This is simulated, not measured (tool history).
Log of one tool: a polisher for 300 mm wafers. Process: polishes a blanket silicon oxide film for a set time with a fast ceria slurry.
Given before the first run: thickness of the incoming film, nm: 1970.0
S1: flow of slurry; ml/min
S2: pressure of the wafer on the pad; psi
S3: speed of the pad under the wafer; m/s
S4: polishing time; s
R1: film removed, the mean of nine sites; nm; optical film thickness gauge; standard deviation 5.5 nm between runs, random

| run | hour | S1 | S2 | S3 | S4 | R1 |
|---|---|---|---|---|---|---|
| 1 | 0 | 295 | 3.4 | 1.06 | 26 | 401.41 |
| 2 | 5 | 300 | 3.8 | 1.06 | 26 | 447.02 |
| 3 | 13.4 | 240 | 3.8 | 1.06 | 26 | 434.69 |
| 4 | 19 | 180 | 3.8 | 1.06 | 26 | 424.82 |
| 5 | 24.2 | 215 | 3.8 | 1.06 | 26 | 435.07 |
|  | 25.7 | worn pad replaced by a new one |
| 6 | 25.7 | 225 | 4.1 | 1.08 | 26 | 508.96 |
| 7 | 33.5 | 245 | 4.3 | 1.08 | 26 | 536.94 |
| 8 | 40.4 | 245 | 4.3 | 1.08 | 26 | 538.59 |
| 9 | 46.9 | 245 | 4.3 | 1.08 | 26 | 543.6 |
| 10 | 53.1 | 260 | 4.5 | 1.08 | 26 | 574.49 |

Run 11 comes next. What will it give?
| 11 | 55.5 | 265 | 4.7 | 1.08 | 26 | ? |

{"run 11": {"R1": 585.22}}

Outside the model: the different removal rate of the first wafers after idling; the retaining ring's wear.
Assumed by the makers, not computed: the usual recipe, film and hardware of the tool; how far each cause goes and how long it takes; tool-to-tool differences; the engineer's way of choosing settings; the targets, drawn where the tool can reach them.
